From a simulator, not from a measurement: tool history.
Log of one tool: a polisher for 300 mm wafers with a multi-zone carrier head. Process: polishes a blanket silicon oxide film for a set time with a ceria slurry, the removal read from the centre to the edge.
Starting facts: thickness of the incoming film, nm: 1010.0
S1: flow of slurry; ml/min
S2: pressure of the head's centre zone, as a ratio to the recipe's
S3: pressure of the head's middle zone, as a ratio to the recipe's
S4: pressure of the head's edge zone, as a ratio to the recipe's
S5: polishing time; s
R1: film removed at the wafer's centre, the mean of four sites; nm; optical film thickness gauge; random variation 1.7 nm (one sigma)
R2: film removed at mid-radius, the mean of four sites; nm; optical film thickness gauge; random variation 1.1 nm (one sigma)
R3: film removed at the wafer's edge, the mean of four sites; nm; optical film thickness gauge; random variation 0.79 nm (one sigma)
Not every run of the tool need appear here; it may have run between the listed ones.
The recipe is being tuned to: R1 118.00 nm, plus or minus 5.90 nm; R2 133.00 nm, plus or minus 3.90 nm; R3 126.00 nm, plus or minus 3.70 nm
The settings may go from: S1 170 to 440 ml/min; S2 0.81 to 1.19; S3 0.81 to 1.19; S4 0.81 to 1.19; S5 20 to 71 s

Run 1, day 0.000: S1 280 ml/min, S2 1.00, S3 1.00, S4 1.00, S5 45 s. Result: R1 238.81 nm, R2 236.30 nm, R3 227.81 nm.
Run 2, day 0.308: S1 280 ml/min, S2 1.00, S3 1.00, S4 1.00, S5 55 s. Result: R1 291.03 nm, R2 291.68 nm, R3 278.58 nm.
Run 3, day 0.675: S1 280 ml/min, S2 1.00, S3 1.00, S4 1.05, S5 55 s. Result: R1 286.73 nm, R2 288.93 nm, R3 286.91 nm.
Run 4, day 0.808: S1 280 ml/min, S2 1.00, S3 0.95, S4 1.05, S5 55 s. Result: R1 284.59 nm, R2 274.92 nm, R3 288.63 nm.
Run 5, day 0.896: S1 265 ml/min, S2 0.95, S3 0.95, S4 1.01, S5 45 s. Result: R1 226.09 nm, R2 223.43 nm, R3 225.42 nm.
Run 6, day 1.162: S1 265 ml/min, S2 0.95, S3 0.91, S4 1.01, S5 45 s. Result: R1 224.64 nm, R2 216.80 nm, R3 227.50 nm.
Run 7, day 1.325: S1 240 ml/min, S2 0.91, S3 0.93, S4 1.00, S5 38 s. Result: R1 179.10 nm, R2 186.56 nm, R3 191.66 nm.
Run 8, day 1.458: S1 230 ml/min, S2 0.89, S3 0.93, S4 0.96, S5 33 s. Result: R1 148.29 nm, R2 158.89 nm, R3 161.34 nm.
Run 9, day 1.679: S1 225 ml/min, S2 0.88, S3 0.93, S4 0.92, S5 32 s. Result: R1 141.27 nm, R2 155.30 nm, R3 155.21 nm.
Run 10, day 1.742: S1 225 ml/min, S2 0.88, S3 0.94, S4 0.89, S5 30 s. Result: R1 137.12 nm, R2 146.93 nm, R3 143.06 nm.
Run 11, day 2.079: S1 220 ml/min, S2 0.86, S3 0.94, S4 0.87, S5 29 s. Result: R1 128.55 nm, R2 141.15 nm, R3 136.03 nm.

Exercise: of the 5 proposed moves below, exactly one satisfies all targets within the stated allowed misses. Which move is it?
Run A, day 2.417: S1 230 ml/min, S2 0.93, S3 0.81, S4 0.87, S5 31 s. Result: R1 ?, R2 ?, R3 ?.
Run B, day 2.417: S1 245 ml/min, S2 0.84, S3 1.17, S4 0.81, S5 26 s. Result: R1 ?, R2 ?, R3 ?.
Run C, day 2.417: S1 225 ml/min, S2 0.99, S3 0.93, S4 0.82, S5 29 s. Result: R1 ?, R2 ?, R3 ?.
Run D, day 2.417: S1 180 ml/min, S2 0.86, S3 0.95, S4 0.84, S5 28 s. Result: R1 ?, R2 ?, R3 ?.
Run E, day 2.417: S1 195 ml/min, S2 0.82, S3 0.86, S4 0.98, S5 29 s. Result: R1 ?, R2 ?, R3 ?.

move      R1      R2      R3
   A  149.30  134.87  145.76
   B  114.26  153.42  118.74
   C  148.41  140.25  132.48
   D  119.92  133.45  126.13
   E  119.97  129.30  141.28
A: the biggest miss grows against the last run
B: pushes the last run's worst result past its target
C: the biggest miss grows against the last run
D: meets every target
E: the biggest miss grows against the last run
Correct choice: D, which meets every target
